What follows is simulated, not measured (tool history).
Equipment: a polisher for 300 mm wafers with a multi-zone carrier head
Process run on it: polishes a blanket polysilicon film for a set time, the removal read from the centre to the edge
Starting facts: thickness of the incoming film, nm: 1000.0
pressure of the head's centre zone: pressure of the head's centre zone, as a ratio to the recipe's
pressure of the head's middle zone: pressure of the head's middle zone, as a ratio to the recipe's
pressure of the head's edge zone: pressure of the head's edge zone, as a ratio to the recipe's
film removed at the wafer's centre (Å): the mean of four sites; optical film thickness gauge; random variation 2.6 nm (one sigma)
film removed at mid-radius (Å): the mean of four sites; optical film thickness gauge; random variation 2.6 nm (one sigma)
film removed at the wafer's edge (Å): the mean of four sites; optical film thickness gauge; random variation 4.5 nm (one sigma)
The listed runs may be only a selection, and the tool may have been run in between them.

run,hour,flow of slurry (ml/min),pressure of the head's centre zone,pressure of the head's middle zone,pressure of the head's edge zone,polishing time (s),film removed at the wafer's centre (Å),film removed at mid-radius (Å),film removed at the wafer's edge (Å)
1,0,170,1,1,1,33,3016.3,2928.2,2957
2,0.6,180,1,0.99,1.03,33,3048.6,2976.7,3092.8
3,3.9,190,1.01,0.98,1.05,33,3121.3,2940.3,3088.6
4,12,190,1.01,0.93,1.05,33,3118.1,2895.2,3063.1
5,13,190,1.01,0.92,1.07,33,3141,2878.1,3182.8
6,17.3,195,1.02,0.92,1.09,33,3120.1,2843.3,3148.6
7,19.2,195,1.02,0.86,1.15,38,3633.5,3144.3,3664.7

Run 8 comes next. What will it give?
# hour 27.6: slurry nozzle cleaned
8,27.6,190,1.02,0.86,1.15,38,?,?,?

film removed at the wafer's centre (Å): 3708.5
film removed at mid-radius (Å): 3205.4
film removed at the wafer's edge (Å): 3788.1

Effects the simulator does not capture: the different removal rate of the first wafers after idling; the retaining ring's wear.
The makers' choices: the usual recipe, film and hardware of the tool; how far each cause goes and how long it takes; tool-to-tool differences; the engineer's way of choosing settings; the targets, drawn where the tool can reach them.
